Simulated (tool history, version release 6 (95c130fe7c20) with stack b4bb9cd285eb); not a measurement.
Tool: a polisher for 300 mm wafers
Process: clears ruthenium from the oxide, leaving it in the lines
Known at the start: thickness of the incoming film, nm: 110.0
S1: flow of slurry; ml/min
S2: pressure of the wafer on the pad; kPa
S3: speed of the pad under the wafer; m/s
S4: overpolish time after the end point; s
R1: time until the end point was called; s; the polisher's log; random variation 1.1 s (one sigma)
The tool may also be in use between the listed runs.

run 1 hour=0 | S1=235 S2=12.4 S3=1 S4=35 | R1=135.51
run 2 hour=4.3 | S1=205 S2=12.4 S3=1 S4=35 | R1=137.04
run 3 hour=8.6 | S1=205 S2=13.8 S3=1 S4=35 | R1=126.61
run 4 hour=16.2 | S1=205 S2=13.8 S3=1.1 S4=35 | R1=119.13
run 5 hour=22.4 | S1=205 S2=13.8 S3=1.1 S4=35 | R1=118.44
run 6 hour=27.5 | S1=205 S2=12.4 S3=1.1 S4=35 | R1=128.16

The next listed run, before its measurement:
run 7 hour=31.7 | S1=210 S2=13.8 S3=1.12 S4=35 | R1=?

Run 7 gave R1 118.58 s.
